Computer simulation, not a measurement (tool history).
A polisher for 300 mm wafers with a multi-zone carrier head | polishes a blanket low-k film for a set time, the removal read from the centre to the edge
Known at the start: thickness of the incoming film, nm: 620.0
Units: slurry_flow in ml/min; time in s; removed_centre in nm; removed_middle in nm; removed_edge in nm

run,day,slurry_flow,centre_zone,middle_zone,edge_zone,slurry_solids,time,removed_centre,removed_middle,removed_edge
1,0,310,1,1,1,1,49,34.775,34.451,31.932
2,0.225,310,0.95,1,1,1,49,33.086,34.492,33.025
3,0.596,310,0.95,1.07,1,1,49,32.606,36.709,32.719
4,0.854,305,0.93,1.07,0.97,0.9,47,29.625,33.549,28.939
5,1.104,305,0.93,1.07,0.97,0.75,47,26.682,30.904,26.957
6,1.242,305,0.98,1.07,0.97,0.75,47,28.934,30.667,27.304
7,1.321,300,0.95,1.06,0.95,0.7,46,25.833,28.97,25.486

Run 8 comes next. What will it give?
8,1.604,300,0.93,1.05,0.93,0.65,45,?,?,?

removed_centre: 24.019 nm
removed_middle: 27.361 nm
removed_edge: 23.847 nm
